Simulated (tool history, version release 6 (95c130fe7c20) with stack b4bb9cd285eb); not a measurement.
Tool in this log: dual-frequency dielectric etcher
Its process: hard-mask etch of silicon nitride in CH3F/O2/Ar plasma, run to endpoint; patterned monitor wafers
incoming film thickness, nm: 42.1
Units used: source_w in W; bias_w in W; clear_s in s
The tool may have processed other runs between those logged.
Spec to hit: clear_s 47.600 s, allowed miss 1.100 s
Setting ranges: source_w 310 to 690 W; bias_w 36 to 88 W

run 1 hour=0.0 | source_w=500 bias_w=62 | clear_s=56.875
run 2 hour=2.7 | source_w=520 bias_w=64 | clear_s=55.865
run 3 hour=5.4 | source_w=560 bias_w=64 | clear_s=53.467
run 4 hour=14.2 | source_w=560 bias_w=74 | clear_s=49.781
run 5 hour=20.2 | source_w=490 bias_w=74 | clear_s=52.787
run 6 hour=26.3 | source_w=510 bias_w=74 | clear_s=52.264
run 7 hour=30.9 | source_w=520 bias_w=74 | clear_s=51.418
run 8 hour=34.7 | source_w=530 bias_w=74 | clear_s=50.778
run 9 hour=37.5 | source_w=540 bias_w=74 | clear_s=50.550
run 10 hour=42.9 | source_w=550 bias_w=74 | clear_s=49.699
run 11 hour=51.2 | source_w=560 bias_w=74 | clear_s=49.456
run 12 hour=57.7 | source_w=570 bias_w=74 | clear_s=49.193

Exactly one of the 5 candidate moves below puts every result within its allowed miss. Which one?
run A hour=64.2 | source_w=600 bias_w=75 | clear_s=?
run B hour=64.2 | source_w=510 bias_w=69 | clear_s=?
run C hour=64.2 | source_w=520 bias_w=73 | clear_s=?
run D hour=64.2 | source_w=580 bias_w=68 | clear_s=?
run E hour=64.2 | source_w=530 bias_w=72 | clear_s=?

move=A clear_s=48.192
move=B clear_s=53.766
move=C clear_s=51.892
move=D clear_s=51.221
move=E clear_s=51.809
A: every result within its allowed miss
B: its largest miss is bigger than the last run's
C: its largest miss is bigger than the last run's
D: its largest miss is bigger than the last run's
E: its largest miss is bigger than the last run's
So the answer is move A, the one that meets all the targets.
